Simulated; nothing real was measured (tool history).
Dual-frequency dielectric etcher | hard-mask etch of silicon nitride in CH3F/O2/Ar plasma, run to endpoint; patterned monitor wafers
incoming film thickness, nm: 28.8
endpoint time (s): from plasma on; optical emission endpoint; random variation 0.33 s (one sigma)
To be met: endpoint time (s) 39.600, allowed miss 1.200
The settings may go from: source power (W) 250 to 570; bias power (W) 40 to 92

Run 1, hour 0.0: source power (W) 410, bias power (W) 66. Result: endpoint time (s) 44.445.
Run 2, hour 5.5: source power (W) 360, bias power (W) 66. Result: endpoint time (s) 46.434.
Run 3, hour 7.5: source power (W) 380, bias power (W) 67. Result: endpoint time (s) 45.884.
Run 4, hour 8.3: source power (W) 330, bias power (W) 67. Result: endpoint time (s) 47.747.
Run 5, hour 13.6: source power (W) 280, bias power (W) 67. Result: endpoint time (s) 50.736.
Run 6, hour 19.8: source power (W) 250, bias power (W) 67. Result: endpoint time (s) 53.819.
Run 7, hour 28.2: source power (W) 330, bias power (W) 75. Result: endpoint time (s) 46.282.
Run 8, hour 34.2: source power (W) 340, bias power (W) 76. Result: endpoint time (s) 45.676.
Run 9, hour 37.6: source power (W) 350, bias power (W) 77. Result: endpoint time (s) 44.215.
Run 10, hour 46.2: source power (W) 430, bias power (W) 81. Result: endpoint time (s) 40.724.

5 next moves are on the table. One of them brings every result within its allowed miss. Which?
Run A, hour 54.8: source power (W) 450, bias power (W) 71. Result: endpoint time (s) ?.
Run B, hour 54.8: source power (W) 430, bias power (W) 71. Result: endpoint time (s) ?.
Run C, hour 54.8: source power (W) 430, bias power (W) 73. Result: endpoint time (s) ?.
Run D, hour 54.8: source power (W) 400, bias power (W) 79. Result: endpoint time (s) ?.
Run E, hour 54.8: source power (W) 450, bias power (W) 83. Result: endpoint time (s) ?.

move  endpoint time (s)
   A             42.113
   B             42.813
   C             42.412
   D             42.363
   E             39.917
A: further off than the last run
B: further off than the last run
C: further off than the last run
D: further off than the last run
E: meets every target
The right move is E.
